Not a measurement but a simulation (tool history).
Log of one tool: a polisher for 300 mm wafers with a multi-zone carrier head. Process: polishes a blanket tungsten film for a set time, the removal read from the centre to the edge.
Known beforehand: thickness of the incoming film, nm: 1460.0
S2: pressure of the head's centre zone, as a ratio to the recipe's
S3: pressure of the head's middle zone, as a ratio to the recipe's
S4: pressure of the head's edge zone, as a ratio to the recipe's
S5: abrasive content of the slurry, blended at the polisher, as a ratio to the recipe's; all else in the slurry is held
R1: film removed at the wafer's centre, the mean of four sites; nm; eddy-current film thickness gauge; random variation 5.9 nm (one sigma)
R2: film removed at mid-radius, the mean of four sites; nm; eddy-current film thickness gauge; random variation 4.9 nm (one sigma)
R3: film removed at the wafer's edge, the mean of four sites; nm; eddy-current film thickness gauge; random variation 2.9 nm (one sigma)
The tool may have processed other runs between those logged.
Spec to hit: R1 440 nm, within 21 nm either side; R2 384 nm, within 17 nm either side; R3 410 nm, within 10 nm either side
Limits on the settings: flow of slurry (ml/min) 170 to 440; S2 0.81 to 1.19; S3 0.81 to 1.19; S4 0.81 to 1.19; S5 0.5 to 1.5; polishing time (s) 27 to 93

{"run": 1, "day": 0.0, "flow of slurry (ml/min)": 280, "S2": 1, "S3": 1, "S4": 1, "S5": 1, "polishing time (s)": 59, "R1": 312.81, "R2": 309.4, "R3": 307.1}
{"run": 2, "day": 0.288, "flow of slurry (ml/min)": 280, "S2": 1, "S3": 1, "S4": 1, "S5": 1.2, "polishing time (s)": 59, "R1": 327.45, "R2": 319.49, "R3": 328.18}
{"run": 3, "day": 0.467, "flow of slurry (ml/min)": 280, "S2": 1, "S3": 1, "S4": 1, "S5": 1.3, "polishing time (s)": 59, "R1": 330.46, "R2": 330.47, "R3": 329.73}
{"run": 4, "day": 0.833, "flow of slurry (ml/min)": 280, "S2": 1, "S3": 1, "S4": 1, "S5": 1.3, "polishing time (s)": 67, "R1": 378.01, "R2": 372.8, "R3": 371.8}
{"run": 5, "day": 1.167, "flow of slurry (ml/min)": 220, "S2": 1, "S3": 1, "S4": 1, "S5": 1.3, "polishing time (s)": 67, "R1": 368.16, "R2": 366.09, "R3": 373.68}
{"run": 6, "day": 1.371, "flow of slurry (ml/min)": 185, "S2": 1, "S3": 1, "S4": 1, "S5": 1.3, "polishing time (s)": 67, "R1": 363.47, "R2": 360.79, "R3": 365.03}
{"run": 7, "day": 1.712, "flow of slurry (ml/min)": 195, "S2": 1.02, "S3": 1, "S4": 1.02, "S5": 1.3, "polishing time (s)": 67, "R1": 372.01, "R2": 358.92, "R3": 364.03}
{"run": 8, "day": 1.783, "flow of slurry (ml/min)": 205, "S2": 1.03, "S3": 0.99, "S4": 1.03, "S5": 1.35, "polishing time (s)": 67, "R1": 370.64, "R2": 363.28, "R3": 377.16}
{"run": 9, "day": 1.817, "flow of slurry (ml/min)": 215, "S2": 1.05, "S3": 0.99, "S4": 1.03, "S5": 1.35, "polishing time (s)": 67, "R1": 386.77, "R2": 366.72, "R3": 373.82}
{"run": 10, "day": 2.1, "flow of slurry (ml/min)": 225, "S2": 1.06, "S3": 0.98, "S4": 1.04, "S5": 1.35, "polishing time (s)": 67, "R1": 396.66, "R2": 376.31, "R3": 378.6}
{"run": 11, "day": 2.362, "flow of slurry (ml/min)": 225, "S2": 1.06, "S3": 0.98, "S4": 1.04, "S5": 1.35, "polishing time (s)": 67, "R1": 396.26, "R2": 366.43, "R3": 374.98}
{"run": 12, "day": 2.388, "flow of slurry (ml/min)": 235, "S2": 1.07, "S3": 0.98, "S4": 1.05, "S5": 1.35, "polishing time (s)": 67, "R1": 402.56, "R2": 367.32, "R3": 376.84}
{"run": 13, "day": 2.462, "flow of slurry (ml/min)": 240, "S2": 1.07, "S3": 0.98, "S4": 1.06, "S5": 1.35, "polishing time (s)": 67, "R1": 393.97, "R2": 368.5, "R3": 382.13}
{"run": 14, "day": 2.775, "flow of slurry (ml/min)": 245, "S2": 1.08, "S3": 0.97, "S4": 1.07, "S5": 1.35, "polishing time (s)": 67, "R1": 401.63, "R2": 358.89, "R3": 386.31}
{"run": 15, "day": 2.796, "flow of slurry (ml/min)": 250, "S2": 1.09, "S3": 0.97, "S4": 1.07, "S5": 1.35, "polishing time (s)": 67, "R1": 402.38, "R2": 364.68, "R3": 380.62}
{"run": 16, "day": 2.921, "flow of slurry (ml/min)": 250, "S2": 1.09, "S3": 0.97, "S4": 1.07, "S5": 1.35, "polishing time (s)": 67, "R1": 408.84, "R2": 359.7, "R3": 384.23}
{"run": 17, "day": 3.062, "flow of slurry (ml/min)": 255, "S2": 1.09, "S3": 0.97, "S4": 1.08, "S5": 1.35, "polishing time (s)": 67, "R1": 414.59, "R2": 369.49, "R3": 388.99}
{"run": 18, "day": 3.125, "flow of slurry (ml/min)": 260, "S2": 1.09, "S3": 0.97, "S4": 1.09, "S5": 1.35, "polishing time (s)": 67, "R1": 396.6, "R2": 369.81, "R3": 389.59}
{"run": 19, "day": 3.321, "flow of slurry (ml/min)": 265, "S2": 1.1, "S3": 0.97, "S4": 1.09, "S5": 1.35, "polishing time (s)": 67, "R1": 415.3, "R2": 371.26, "R3": 391.47}
{"run": 20, "day": 3.346, "flow of slurry (ml/min)": 270, "S2": 1.1, "S3": 0.97, "S4": 1.1, "S5": 1.35, "polishing time (s)": 67, "R1": 408.81, "R2": 377.41, "R3": 392.28}
{"run": 21, "day": 3.621, "flow of slurry (ml/min)": 275, "S2": 1.11, "S3": 0.97, "S4": 1.1, "S5": 1.35, "polishing time (s)": 67, "R1": 411.5, "R2": 373.43, "R3": 395.59}
{"run": 22, "day": 3.671, "flow of slurry (ml/min)": 280, "S2": 1.12, "S3": 0.97, "S4": 1.1, "S5": 1.35, "polishing time (s)": 67, "R1": 425.49, "R2": 367.75, "R3": 393.33}
{"run": 23, "day": 3.792, "flow of slurry (ml/min)": 285, "S2": 1.12, "S3": 0.97, "S4": 1.1, "S5": 1.35, "polishing time (s)": 67, "R1": 415.13, "R2": 367.42, "R3": 393.93}
{"run": 24, "day": 3.833, "flow of slurry (ml/min)": 285, "S2": 1.13, "S3": 0.97, "S4": 1.1, "S5": 1.35, "polishing time (s)": 67, "R1": 431.48, "R2": 363.89, "R3": 385.42}
{"run": 25, "day": 4.088, "flow of slurry (ml/min)": 290, "S2": 1.13, "S3": 0.97, "S4": 1.1, "S5": 1.35, "polishing time (s)": 67, "R1": 430.31, "R2": 369.21, "R3": 392.37}
{"run": 26, "day": 4.35, "flow of slurry (ml/min)": 295, "S2": 1.13, "S3": 0.97, "S4": 1.1, "S5": 1.35, "polishing time (s)": 67, "R1": 429.64, "R2": 368.97, "R3": 390.1}

Pick the move, out of 4, that brings all results within their allowed miss; only one does.
{"run": "A", "day": 4.612, "flow of slurry (ml/min)": 270, "S2": 1.15, "S3": 0.81, "S4": 1.1, "S5": 1.4, "polishing time (s)": 68, "R1": "?", "R2": "?", "R3": "?"}
{"run": "B", "day": 4.612, "flow of slurry (ml/min)": 280, "S2": 1.15, "S3": 1.09, "S4": 1.03, "S5": 1.35, "polishing time (s)": 65, "R1": "?", "R2": "?", "R3": "?"}
{"run": "C", "day": 4.612, "flow of slurry (ml/min)": 285, "S2": 1.12, "S3": 0.98, "S4": 1.13, "S5": 1.45, "polishing time (s)": 69, "R1": "?", "R2": "?", "R3": "?"}
{"run": "D", "day": 4.612, "flow of slurry (ml/min)": 375, "S2": 1.17, "S3": 1.09, "S4": 1.02, "S5": 1.25, "polishing time (s)": 66, "R1": "?", "R2": "?", "R3": "?"}

move=A R1=429.23 R2=335.54 R3=403.36
move=B R1=409.04 R2=389.23 R3=371.98
move=C R1=431.85 R2=390.51 R3=417.79
move=D R1=424.41 R2=397.16 R3=376.22
A: the furthest-off result lands on target, but another misses its tolerance
B: further off than the last run
C: meets every target
D: further off than the last run
Move C is the one to make.

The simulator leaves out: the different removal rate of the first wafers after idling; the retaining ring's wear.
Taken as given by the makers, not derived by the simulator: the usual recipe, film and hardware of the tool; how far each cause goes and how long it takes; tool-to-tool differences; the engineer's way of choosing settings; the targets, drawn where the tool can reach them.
